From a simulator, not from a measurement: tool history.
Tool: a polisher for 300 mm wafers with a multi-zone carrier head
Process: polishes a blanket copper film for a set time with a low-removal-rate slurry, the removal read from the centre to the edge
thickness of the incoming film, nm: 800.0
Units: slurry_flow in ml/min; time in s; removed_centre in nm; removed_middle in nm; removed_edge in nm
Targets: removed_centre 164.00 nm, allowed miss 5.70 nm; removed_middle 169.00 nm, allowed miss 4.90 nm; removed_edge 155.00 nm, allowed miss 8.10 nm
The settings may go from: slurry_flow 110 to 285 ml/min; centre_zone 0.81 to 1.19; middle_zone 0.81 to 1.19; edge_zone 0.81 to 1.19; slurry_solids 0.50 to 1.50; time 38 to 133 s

run	day	slurry_flow	centre_zone	middle_zone	edge_zone	slurry_solids	time	removed_centre	removed_middle	removed_edge
1	0.000	180	1.00	1.00	1.00	1.00	85	197.74	183.49	184.59
2	0.371	180	1.00	1.07	1.00	1.00	85	195.39	193.60	181.01
3	0.417	180	1.00	1.07	1.00	1.00	102	237.73	232.26	224.99
4	0.642	180	1.06	1.07	1.00	1.00	102	251.57	231.64	220.37
5	0.783	180	1.06	1.07	1.00	0.90	102	241.22	225.20	211.50
6	0.829	180	1.06	1.07	1.03	0.90	102	242.03	225.64	215.24
7	0.867	180	1.05	1.07	1.02	0.85	100	231.02	217.03	205.86
8	0.896	175	1.04	1.07	1.01	0.80	98	218.79	208.56	198.90
9	1.033	175	1.03	1.07	1.00	0.75	96	207.50	200.43	190.59
# day 1.138: centre zone pressure recalibrated
10	1.138	175	1.03	1.07	0.99	0.70	95	192.03	194.79	190.95
11	1.338	170	1.05	1.08	0.98	0.65	94	192.86	190.63	176.80
12	1.571	125	0.96	1.03	0.89	0.50	92	147.31	155.38	143.40
13	1.771	135	0.96	1.03	0.89	0.50	92	152.62	158.90	146.58
14	1.900	140	0.96	1.03	0.89	0.50	92	154.26	161.20	148.26
15	2.129	145	0.96	1.03	0.89	0.50	92	155.57	162.06	151.61

5 next moves are on the table. One of them brings every result within its allowed miss. Which?
A	2.358	140	1.06	1.05	0.88	0.55	93	?	?	?
B	2.358	195	0.89	1.08	0.86	0.50	86	?	?	?
C	2.358	110	1.02	1.07	0.87	0.60	96	?	?	?
D	2.358	185	0.88	1.01	0.98	0.50	90	?	?	?
E	2.358	155	1.04	1.08	0.81	0.50	84	?	?	?

move	removed_centre	removed_middle	removed_edge
A	172.07	169.11	156.75
B	142.99	166.40	146.50
C	162.82	169.63	157.22
D	146.66	163.81	161.97
E	152.78	155.68	135.09
A: takes the result that was furthest off past its target
B: further off than the last run
C: meets every target
D: further off than the last run
E: further off than the last run
Move C is the one to make.

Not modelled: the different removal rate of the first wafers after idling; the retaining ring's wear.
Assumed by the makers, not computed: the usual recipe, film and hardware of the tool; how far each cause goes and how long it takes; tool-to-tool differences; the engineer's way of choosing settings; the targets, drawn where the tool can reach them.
